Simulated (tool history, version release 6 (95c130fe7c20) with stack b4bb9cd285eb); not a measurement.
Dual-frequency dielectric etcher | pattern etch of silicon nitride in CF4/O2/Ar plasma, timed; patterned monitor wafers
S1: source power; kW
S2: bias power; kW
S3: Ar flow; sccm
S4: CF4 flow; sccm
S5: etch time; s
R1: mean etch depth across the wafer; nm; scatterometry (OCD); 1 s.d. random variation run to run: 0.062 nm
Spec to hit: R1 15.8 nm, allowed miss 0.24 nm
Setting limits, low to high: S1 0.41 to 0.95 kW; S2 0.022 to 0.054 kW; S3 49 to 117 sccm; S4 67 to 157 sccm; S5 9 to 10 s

run	hour	S1	S2	S3	S4	S5	R1
1	0	0.68	0.038	83	112	10	24.224
2	3.7	0.68	0.038	83	112	9	21.812
3	12.4	0.68	0.035	83	112	9	21.325
4	13.2	0.63	0.035	83	112	9	20.003
5	18.7	0.53	0.035	83	112	9	17.075
6	25.7	0.53	0.035	96	112	9	16.936
7	32.7	0.53	0.035	96	112	9	16.83
8	41.6	0.53	0.035	96	112	9	16.776
# hour 44: Ar flow controller replaced
9	44	0.52	0.035	96	112	9	16.464
10	52	0.51	0.035	96	112	9	16.314

Below are 4 possible settings for the next run. Only one of them brings all results inside the allowed miss of their targets. Which is it?
A	60	0.5	0.039	95	89	9.5	?
B	60	0.46	0.038	97	126	10	?
C	60	0.54	0.029	112	115	9	?
D	60	0.43	0.04	95	109	9.5	?

move	R1
A	16.873
B	16.903
C	15.815
D	15.184
A: further off than the last run
B: further off than the last run
C: in spec on every target
D: takes the result that was furthest off past its target
So the answer is move C, the one that meets all the targets.

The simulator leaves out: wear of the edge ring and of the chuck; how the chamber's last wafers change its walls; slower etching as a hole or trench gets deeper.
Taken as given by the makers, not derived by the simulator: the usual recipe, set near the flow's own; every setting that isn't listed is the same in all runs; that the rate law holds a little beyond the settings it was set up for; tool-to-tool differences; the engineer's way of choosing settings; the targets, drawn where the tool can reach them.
